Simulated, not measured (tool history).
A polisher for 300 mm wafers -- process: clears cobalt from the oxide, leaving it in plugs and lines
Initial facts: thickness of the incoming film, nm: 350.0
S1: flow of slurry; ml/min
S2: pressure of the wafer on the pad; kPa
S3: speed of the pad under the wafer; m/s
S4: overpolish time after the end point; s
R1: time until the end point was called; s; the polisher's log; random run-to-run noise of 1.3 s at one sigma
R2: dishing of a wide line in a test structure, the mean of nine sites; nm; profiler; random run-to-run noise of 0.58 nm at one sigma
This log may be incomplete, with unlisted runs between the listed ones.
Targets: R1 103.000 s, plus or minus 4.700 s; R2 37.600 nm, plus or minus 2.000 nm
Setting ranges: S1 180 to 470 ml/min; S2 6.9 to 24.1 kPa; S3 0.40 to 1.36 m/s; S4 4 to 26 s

{"run": 1, "hour": 0.0, "S1": 300, "S2": 15.2, "S3": 0.88, "S4": 13, "R1": 69.188, "R2": 43.296}
{"run": 2, "hour": 5.4, "S1": 360, "S2": 15.2, "S3": 0.88, "S4": 13, "R1": 66.946, "R2": 43.887}
{"run": 3, "hour": 7.9, "S1": 360, "S2": 14.5, "S3": 0.88, "S4": 13, "R1": 70.221, "R2": 43.466}
{"run": 4, "hour": 13.2, "S1": 360, "S2": 13.8, "S3": 0.88, "S4": 13, "R1": 72.393, "R2": 42.09}
{"run": 5, "hour": 17.6, "S1": 360, "S2": 15.2, "S3": 0.88, "S4": 13, "R1": 67.169, "R2": 43.576}
{"run": 6, "hour": 19.1, "S1": 400, "S2": 15.2, "S3": 0.88, "S4": 13, "R1": 66.443, "R2": 45.14}
{"run": 7, "hour": 21.0, "S1": 400, "S2": 15.2, "S3": 0.88, "S4": 13, "R1": 66.424, "R2": 44.307}
{"run": 8, "hour": 25.2, "S1": 400, "S2": 11.0, "S3": 0.86, "S4": 15, "R1": 92.85, "R2": 40.314}
{"run": 9, "hour": 33.3, "S1": 400, "S2": 10.3, "S3": 0.86, "S4": 15, "R1": 101.27, "R2": 39.745}
{"run": 10, "hour": 39.3, "S1": 400, "S2": 10.3, "S3": 0.86, "S4": 14, "R1": 101.35, "R2": 36.479}
{"run": 11, "hour": 44.0, "S1": 400, "S2": 10.3, "S3": 0.86, "S4": 15, "R1": 98.962, "R2": 38.617}

Exercise: of the 5 proposed moves below, exactly one satisfies all targets within the stated allowed misses. Which move is it?
{"run": "A", "hour": 48.7, "S1": 445, "S2": 11.0, "S3": 0.88, "S4": 13, "R1": "?", "R2": "?"}
{"run": "B", "hour": 48.7, "S1": 380, "S2": 10.3, "S3": 0.88, "S4": 17, "R1": "?", "R2": "?"}
{"run": "C", "hour": 48.7, "S1": 470, "S2": 13.1, "S3": 0.74, "S4": 12, "R1": "?", "R2": "?"}
{"run": "D", "hour": 48.7, "S1": 315, "S2": 9.7, "S3": 0.98, "S4": 13, "R1": "?", "R2": "?"}
{"run": "E", "hour": 48.7, "S1": 335, "S2": 10.3, "S3": 0.84, "S4": 15, "R1": "?", "R2": "?"}

move=A R1=90.611 R2=37.299
move=B R1=97.203 R2=42.031
move=C R1=90.562 R2=35.438
move=D R1=94.525 R2=36.312
move=E R1=102.410 R2=37.822
A: the biggest miss grows against the last run
B: the biggest miss grows against the last run
C: the biggest miss grows against the last run
D: the biggest miss grows against the last run
E: each result inside its tolerance
E is the move that brings every result within its allowed miss.
